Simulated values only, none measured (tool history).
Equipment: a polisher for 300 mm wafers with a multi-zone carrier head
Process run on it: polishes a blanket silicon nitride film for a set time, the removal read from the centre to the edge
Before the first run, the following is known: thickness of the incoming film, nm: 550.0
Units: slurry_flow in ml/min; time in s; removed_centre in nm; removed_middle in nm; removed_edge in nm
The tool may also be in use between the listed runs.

Run 1, hour 0: slurry_flow 265 ml/min, centre_zone 1, middle_zone 1, edge_zone 1, time 48 s. Result: removed_centre 69.378 nm, removed_middle 65.658 nm, removed_edge 65.566 nm.
Run 2, hour 1.5: slurry_flow 265 ml/min, centre_zone 1, middle_zone 1, edge_zone 1, time 54 s. Result: removed_centre 78.115 nm, removed_middle 73.781 nm, removed_edge 72.93 nm.
Run 3, hour 10.6: slurry_flow 265 ml/min, centre_zone 0.99, middle_zone 1, edge_zone 0.98, time 52 s. Result: removed_centre 75.966 nm, removed_middle 71.566 nm, removed_edge 68.337 nm.
Run 4, hour 12.3: slurry_flow 260 ml/min, centre_zone 0.97, middle_zone 0.99, edge_zone 0.97, time 51 s. Result: removed_centre 70.73 nm, removed_middle 68.291 nm, removed_edge 66.62 nm.
Run 5, hour 20: slurry_flow 260 ml/min, centre_zone 0.96, middle_zone 0.98, edge_zone 0.95, time 50 s. Result: removed_centre 68.806 nm, removed_middle 66.141 nm, removed_edge 66.073 nm.
Run 6, hour 27: slurry_flow 205 ml/min, centre_zone 0.96, middle_zone 0.98, edge_zone 0.95, time 50 s. Result: removed_centre 66.327 nm, removed_middle 65.387 nm, removed_edge 64.026 nm.

Expected results for the next run?
At hour 28.3: centre zone pressure recalibrated.
Run 7, hour 28.3: slurry_flow 200 ml/min, centre_zone 0.96, middle_zone 0.98, edge_zone 0.94, time 49 s. Result: removed_centre ?, removed_middle ?, removed_edge ?.

{"run 7": {"removed_centre": 61.071, "removed_middle": 64.07, "removed_edge": 61.773}}

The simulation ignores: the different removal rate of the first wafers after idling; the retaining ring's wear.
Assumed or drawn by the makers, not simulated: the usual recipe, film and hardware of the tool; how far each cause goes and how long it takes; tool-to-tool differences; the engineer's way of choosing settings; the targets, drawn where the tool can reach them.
